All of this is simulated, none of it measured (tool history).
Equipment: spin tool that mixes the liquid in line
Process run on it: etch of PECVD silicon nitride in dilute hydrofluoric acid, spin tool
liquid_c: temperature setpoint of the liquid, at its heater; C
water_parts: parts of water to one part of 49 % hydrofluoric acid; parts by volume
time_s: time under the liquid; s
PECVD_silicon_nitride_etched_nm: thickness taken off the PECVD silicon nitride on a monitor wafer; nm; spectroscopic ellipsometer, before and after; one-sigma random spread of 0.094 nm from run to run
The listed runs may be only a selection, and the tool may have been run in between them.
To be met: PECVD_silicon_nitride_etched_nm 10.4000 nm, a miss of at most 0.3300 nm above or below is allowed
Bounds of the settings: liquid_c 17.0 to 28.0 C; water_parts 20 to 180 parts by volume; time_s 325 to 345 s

run  hour  liquid_c  water_parts  time_s  PECVD_silicon_nitride_etched_nm
  1   0.0      20.0          100     325                           4.5798
  2   1.4      20.0           85     325                           5.3363
  3   2.4      21.5           85     325                           6.0531
  4   6.9      23.0           85     325                           6.7634
  5  10.9      24.0           85     325                           7.1877
  6  16.2      25.0           85     325                           7.6874
  7  20.9      25.0           85     325                           7.5975
  8  28.3      25.5           80     325                           8.3654
  9  30.2      26.0           80     325                           8.5193
 10  37.9      26.5           80     325                           8.8751
 11  39.4      27.0           80     325                           9.1614

Which single option among these 4 for the next run brings every result within its allowed miss of target? Just one does.
  A  40.9      28.0           80     345                                ?
  B  40.9      27.5           70     335                                ?
  C  40.9      26.5           65     335                                ?
  D  40.9      28.0           80     325                                ?

move  PECVD_silicon_nitride_etched_nm
   A                          10.3950
   B                          11.1590
   C                          11.2480
   D                           9.7926
A: in spec on every target
B: pushes the last run's worst result past its target
C: pushes the last run's worst result past its target
D: nearer the targets than the last run, but a result is still out of spec
A meets every target.
